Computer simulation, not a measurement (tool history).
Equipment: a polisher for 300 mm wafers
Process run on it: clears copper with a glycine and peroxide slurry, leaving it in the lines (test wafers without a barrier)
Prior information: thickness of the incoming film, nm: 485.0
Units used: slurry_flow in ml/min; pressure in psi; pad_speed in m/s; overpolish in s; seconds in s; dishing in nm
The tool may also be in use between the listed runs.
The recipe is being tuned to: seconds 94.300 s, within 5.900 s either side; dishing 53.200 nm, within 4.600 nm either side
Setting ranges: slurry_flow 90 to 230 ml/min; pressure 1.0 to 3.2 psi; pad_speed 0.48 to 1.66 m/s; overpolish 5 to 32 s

run  hour  slurry_flow  pressure  pad_speed  overpolish  seconds  dishing
  1   0.0          150       2.1       1.06          16  127.250   41.303
  2   1.9          150       2.1       1.06          21  134.460   49.000
  3   3.9          150       2.1       0.80          21  160.020   43.586
  4   8.3          150       2.2       0.82          21  161.910   44.144
  5  10.9          150       2.2       1.06          21  127.200   52.407
  6  11.5          130       2.2       1.06          21  134.240   51.221
  7  18.2          135       2.3       1.06          20  125.060   50.233
  8  20.0          135       2.4       1.06          20  125.050   50.774
  9  25.3          135       2.5       1.06          20  119.980   51.250
 10  29.0          135       2.6       1.06          20  117.890   52.962
 11  36.4          135       2.7       1.06          20  111.300   54.266
 12  39.7          135       2.7       1.06          20  112.060   54.332
 13  41.4          135       2.7       1.06          20  113.530   55.887

Which single option among these 5 for the next run brings every result within its allowed miss of target? Just one does.
  A  43.1          130       2.7       1.06          29        ?        ?
  B  43.1          140       2.8       0.76          31        ?        ?
  C  43.1          135       3.1       1.42          17        ?        ?
  D  43.1          145       3.1       0.96          18        ?        ?
  E  43.1          140       2.7       1.26          16        ?        ?

move  seconds  dishing
   A  111.690   64.715
   B  138.950   60.738
   C   77.627   58.737
   D  106.330   50.664
   E   95.468   49.460
A: gains on the last run, yet a result remains outside its allowed miss
B: lands further from the targets than the last run did
C: the result that was furthest off in the last run now lies on the other side of its target
D: gains on the last run, yet a result remains outside its allowed miss
E: meets every target
Correct choice: E, which meets every target

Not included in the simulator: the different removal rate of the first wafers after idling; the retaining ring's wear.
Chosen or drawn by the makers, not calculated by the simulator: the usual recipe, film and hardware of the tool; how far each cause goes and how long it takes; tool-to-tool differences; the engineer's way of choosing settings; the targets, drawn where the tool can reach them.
